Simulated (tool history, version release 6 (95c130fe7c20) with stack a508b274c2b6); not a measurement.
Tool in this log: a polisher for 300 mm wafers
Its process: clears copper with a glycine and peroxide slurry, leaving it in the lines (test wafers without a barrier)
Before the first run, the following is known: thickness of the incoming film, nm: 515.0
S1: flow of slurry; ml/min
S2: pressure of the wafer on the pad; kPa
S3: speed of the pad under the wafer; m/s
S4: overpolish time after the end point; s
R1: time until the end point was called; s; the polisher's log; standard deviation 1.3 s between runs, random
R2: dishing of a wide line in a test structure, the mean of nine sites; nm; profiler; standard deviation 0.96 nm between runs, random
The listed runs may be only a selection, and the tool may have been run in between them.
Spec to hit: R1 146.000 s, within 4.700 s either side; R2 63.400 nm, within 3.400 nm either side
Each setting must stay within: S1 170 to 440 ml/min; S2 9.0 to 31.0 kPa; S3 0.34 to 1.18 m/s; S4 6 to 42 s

{"run": 1, "hour": 0.0, "S1": 280, "S2": 20.0, "S3": 0.76, "S4": 21, "R1": 116.82, "R2": 64.572}
{"run": 2, "hour": 7.8, "S1": 280, "S2": 20.0, "S3": 0.92, "S4": 21, "R1": 102.8, "R2": 69.896}
{"run": 3, "hour": 8.9, "S1": 280, "S2": 20.0, "S3": 1.0, "S4": 21, "R1": 96.43, "R2": 72.832}
{"run": 4, "hour": 15.0, "S1": 280, "S2": 17.9, "S3": 0.98, "S4": 22, "R1": 107.75, "R2": 69.192}
{"run": 5, "hour": 21.3, "S1": 310, "S2": 17.9, "S3": 0.98, "S4": 22, "R1": 105.83, "R2": 68.005}
{"run": 6, "hour": 26.0, "S1": 310, "S2": 20.0, "S3": 0.98, "S4": 22, "R1": 98.302, "R2": 71.551}
{"run": 7, "hour": 30.2, "S1": 310, "S2": 17.9, "S3": 0.98, "S4": 23, "R1": 107.42, "R2": 70.465}
{"run": 8, "hour": 38.0, "S1": 310, "S2": 16.5, "S3": 0.98, "S4": 24, "R1": 112.61, "R2": 69.246}
{"run": 9, "hour": 45.3, "S1": 300, "S2": 11.0, "S3": 0.96, "S4": 29, "R1": 157.36, "R2": 59.821}
{"run": 10, "hour": 50.6, "S1": 305, "S2": 11.0, "S3": 0.96, "S4": 29, "R1": 154.04, "R2": 60.943}

Next run, 4 choices. One meets every target within its allowed miss, the rest don't. Which?
{"run": "A", "hour": 55.9, "S1": 385, "S2": 11.7, "S3": 0.86, "S4": 31, "R1": "?", "R2": "?"}
{"run": "B", "hour": 55.9, "S1": 285, "S2": 11.0, "S3": 1.12, "S4": 29, "R1": "?", "R2": "?"}
{"run": "C", "hour": 55.9, "S1": 275, "S2": 11.0, "S3": 1.0, "S4": 29, "R1": "?", "R2": "?"}
{"run": "D", "hour": 55.9, "S1": 330, "S2": 13.8, "S3": 0.7, "S4": 32, "R1": "?", "R2": "?"}

move=A R1=154.210 R2=65.519
move=B R1=141.590 R2=65.529
move=C R1=152.240 R2=62.220
move=D R1=155.540 R2=67.875
A: no nearer and no further than the last run
B: all results in spec
C: an improvement on the last run, though not all results are within tolerance
D: its largest miss is bigger than the last run's
Correct choice: B, which meets every target
